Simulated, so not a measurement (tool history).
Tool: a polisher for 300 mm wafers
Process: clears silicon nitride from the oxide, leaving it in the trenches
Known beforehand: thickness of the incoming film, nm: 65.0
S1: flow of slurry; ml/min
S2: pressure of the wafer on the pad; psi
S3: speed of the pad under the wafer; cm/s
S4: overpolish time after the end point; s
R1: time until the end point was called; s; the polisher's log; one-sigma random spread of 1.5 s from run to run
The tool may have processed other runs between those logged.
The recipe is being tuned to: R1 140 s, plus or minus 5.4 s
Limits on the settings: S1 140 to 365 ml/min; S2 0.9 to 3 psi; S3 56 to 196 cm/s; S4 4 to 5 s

run	hour	S1	S2	S3	S4	R1
1	0	235	1.9	126	5	90.793
2	7.6	235	1.7	126	5	100.85
3	13.9	235	1.7	156	5	84.48
4	18.1	235	1.5	154	5	98.394
5	23.3	235	1.4	154	5	104.77
6	30.7	235	1.3	154	5	110.85
7	35.5	235	1.2	154	5	125.28
8	38.2	235	1.1	154	5	132.17

Which one of the following 5 next-run settings gets every result inside its allowed miss? There is exactly one.
A	40.9	270	1.2	142	4	?
B	40.9	285	1.3	126	5	?
C	40.9	240	1.2	164	5	?
D	40.9	345	1.2	150	4	?
E	40.9	225	1	160	5	?

move	R1
A	127.6
B	128.45
C	115.82
D	119.64
E	141.51
A: the biggest miss grows against the last run
B: the biggest miss grows against the last run
C: the biggest miss grows against the last run
D: the biggest miss grows against the last run
E: hits every target within its allowed miss
So the answer is move E, the one that meets all the targets.
